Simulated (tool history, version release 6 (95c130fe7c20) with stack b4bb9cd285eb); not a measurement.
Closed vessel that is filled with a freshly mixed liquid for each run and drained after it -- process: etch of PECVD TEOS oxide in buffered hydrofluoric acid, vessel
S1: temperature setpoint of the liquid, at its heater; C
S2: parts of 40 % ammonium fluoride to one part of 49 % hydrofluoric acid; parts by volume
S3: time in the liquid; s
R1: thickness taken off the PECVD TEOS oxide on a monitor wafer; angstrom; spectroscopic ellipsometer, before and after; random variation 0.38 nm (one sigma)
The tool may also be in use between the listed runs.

run  hour    S1    S2  S3      R1
  1     0    23  18.5  30  329.78
  2   4.8    24  18.5  30  351.07
  3  10.8  24.5  18.5  30  358.24
  4  17.9  21.5  18.5  30   302.4
  5  22.4  22.5  18.5  30   320.2
  6  23.1  22.5  15.5  30  381.49
  7  30.2    23  15.5  30  389.34

The next listed run, before its measurement:
  8  34.3  23  15.5  30   ?

{"run 8": {"R1": 393.72}}

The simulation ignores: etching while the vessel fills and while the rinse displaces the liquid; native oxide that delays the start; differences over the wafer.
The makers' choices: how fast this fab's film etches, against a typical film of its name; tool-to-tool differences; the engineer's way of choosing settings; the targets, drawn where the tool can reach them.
